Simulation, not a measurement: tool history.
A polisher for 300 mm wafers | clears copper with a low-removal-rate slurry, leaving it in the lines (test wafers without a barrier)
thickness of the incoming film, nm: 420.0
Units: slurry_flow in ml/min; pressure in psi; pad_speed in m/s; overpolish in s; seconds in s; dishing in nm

run    day  slurry_flow  pressure  pad_speed  slurry_solids  overpolish  seconds  dishing
  1      0          250       3.9       1.02              1          27   111.26   24.621
  2  0.062          250       3.9       1.02              1          32   111.56   23.453
  3  0.129          250       4.8       1.02              1          32   92.874    25.22
  4   0.35          250       5.1        1.1              1          35   80.654   26.096
     0.379  -- worn pad replaced by a new one
  5  0.379          220       5.1        1.1              1          35   71.883   26.971
  6  0.438          220       5.1        1.1              1          43   73.703   24.887
  7  0.512          205       5.3        1.1              1          44   69.576    26.54
  8  0.838          220       5.5       1.12              1          47   64.982   25.963
  9  1.054          215       5.6       1.12              1          48   66.367   26.868
 10  1.258          210       5.5       1.16              1          50   64.373   24.799

Run 11 comes next. What will it give?
 11  1.458          200       5.6       1.16              1          50        ?        ?

{"run 11": {"seconds": 63.102, "dishing": 26.43}}
